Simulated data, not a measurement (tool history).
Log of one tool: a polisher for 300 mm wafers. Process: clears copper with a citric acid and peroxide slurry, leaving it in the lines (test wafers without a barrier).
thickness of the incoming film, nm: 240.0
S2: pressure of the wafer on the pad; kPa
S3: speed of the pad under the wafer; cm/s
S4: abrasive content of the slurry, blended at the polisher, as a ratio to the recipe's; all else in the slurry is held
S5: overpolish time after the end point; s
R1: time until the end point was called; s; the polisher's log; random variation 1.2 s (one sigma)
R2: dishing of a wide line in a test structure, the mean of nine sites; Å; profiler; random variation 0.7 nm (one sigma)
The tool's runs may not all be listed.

{"run": 1, "day": 0.0, "flow of slurry (ml/min)": 175, "S2": 17.2, "S3": 108, "S4": 1, "S5": 24, "R1": 131.44, "R2": 334.79}
{"run": 2, "day": 0.092, "flow of slurry (ml/min)": 195, "S2": 17.2, "S3": 108, "S4": 1, "S5": 24, "R1": 127.79, "R2": 341.13}
{"run": 3, "day": 0.242, "flow of slurry (ml/min)": 185, "S2": 19.3, "S3": 108, "S4": 1, "S5": 26, "R1": 115.04, "R2": 399.45}
{"run": 4, "day": 0.4, "flow of slurry (ml/min)": 185, "S2": 19.3, "S3": 134, "S4": 1, "S5": 26, "R1": 95.207, "R2": 482.81}
{"run": 5, "day": 0.671, "flow of slurry (ml/min)": 185, "S2": 19.3, "S3": 134, "S4": 1, "S5": 18, "R1": 95.876, "R2": 347.83}
{"run": 6, "day": 1.017, "flow of slurry (ml/min)": 140, "S2": 19.3, "S3": 134, "S4": 1, "S5": 18, "R1": 103.56, "R2": 328.25}
{"run": 7, "day": 1.242, "flow of slurry (ml/min)": 130, "S2": 20.7, "S3": 134, "S4": 1, "S5": 22, "R1": 98.015, "R2": 411.83}
{"run": 8, "day": 1.55, "flow of slurry (ml/min)": 125, "S2": 21.4, "S3": 134, "S4": 1, "S5": 24, "R1": 97.611, "R2": 448.21}

Forecast run 9:
{"run": 9, "day": 1.888, "flow of slurry (ml/min)": 125, "S2": 21.4, "S3": 134, "S4": 1, "S5": 24, "R1": "?", "R2": "?"}

R1: 98.194 s
R2: 450.09 Å
